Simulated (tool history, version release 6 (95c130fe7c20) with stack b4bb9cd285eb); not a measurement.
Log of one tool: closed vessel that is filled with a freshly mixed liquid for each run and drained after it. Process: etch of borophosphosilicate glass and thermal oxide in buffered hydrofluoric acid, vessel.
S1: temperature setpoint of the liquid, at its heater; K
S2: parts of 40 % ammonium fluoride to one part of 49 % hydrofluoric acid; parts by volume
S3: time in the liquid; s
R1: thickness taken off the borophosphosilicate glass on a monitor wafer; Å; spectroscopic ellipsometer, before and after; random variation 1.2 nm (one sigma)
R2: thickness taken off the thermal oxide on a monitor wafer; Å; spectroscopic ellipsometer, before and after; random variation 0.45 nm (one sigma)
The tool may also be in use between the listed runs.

{"run": 1, "hour": 0.0, "S1": 297.15, "S2": 18.0, "S3": 60, "R1": 801.89, "R2": 365.28}
{"run": 2, "hour": 8.1, "S1": 299.15, "S2": 17.5, "S3": 60, "R1": 916.27, "R2": 417.38}
{"run": 3, "hour": 16.4, "S1": 296.65, "S2": 17.5, "S3": 60, "R1": 811.04, "R2": 367.46}
{"run": 4, "hour": 25.2, "S1": 296.65, "S2": 17.5, "S3": 75, "R1": 1009.9, "R2": 456.36}
{"run": 5, "hour": 30.7, "S1": 296.65, "S2": 17.5, "S3": 60, "R1": 803.97, "R2": 368.13}
{"run": 6, "hour": 31.6, "S1": 298.65, "S2": 17.0, "S3": 60, "R1": 925.49, "R2": 420.82}

Run 7 comes next. What will it give?
{"run": 7, "hour": 38.5, "S1": 302.65, "S2": 16.0, "S3": 60, "R1": "?", "R2": "?"}

Run 7 gave R1 1199.40 Å, R2 549.51 Å.
